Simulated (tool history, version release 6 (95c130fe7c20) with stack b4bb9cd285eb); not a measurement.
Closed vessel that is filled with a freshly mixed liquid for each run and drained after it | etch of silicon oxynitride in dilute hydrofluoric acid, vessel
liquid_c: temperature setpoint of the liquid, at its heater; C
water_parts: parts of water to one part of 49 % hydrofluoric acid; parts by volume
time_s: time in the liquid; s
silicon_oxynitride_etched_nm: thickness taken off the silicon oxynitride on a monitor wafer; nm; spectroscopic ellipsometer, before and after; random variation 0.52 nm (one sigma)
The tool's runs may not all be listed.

| run | day | liquid_c | water_parts | time_s | silicon_oxynitride_etched_nm |
|---|---|---|---|---|---|
| 1 | 0 | 23 | 160 | 2190 | 54.435 |
| 2 | 0.271 | 23 | 110 | 2190 | 83.213 |
| 3 | 0.512 | 22 | 110 | 2190 | 78.816 |
| 4 | 0.742 | 22 | 55 | 2190 | 165.08 |
| 5 | 1.071 | 21 | 70 | 2190 | 122.18 |
| 6 | 1.421 | 21 | 70 | 2190 | 122.8 |
| 7 | 1.533 | 20 | 75 | 2190 | 106.48 |
| 8 | 1.829 | 19.5 | 80 | 2190 | 98.594 |
|  | 2.188 | hydrofluoric acid flow meter replaced |
| 9 | 2.188 | 19 | 85 | 2190 | 82.598 |

Run 10 comes next. What will it give?
| 10 | 2.346 | 18.5 | 85 | 2190 | ? |

Run 10 gave silicon_oxynitride_etched_nm 79.879 nm.
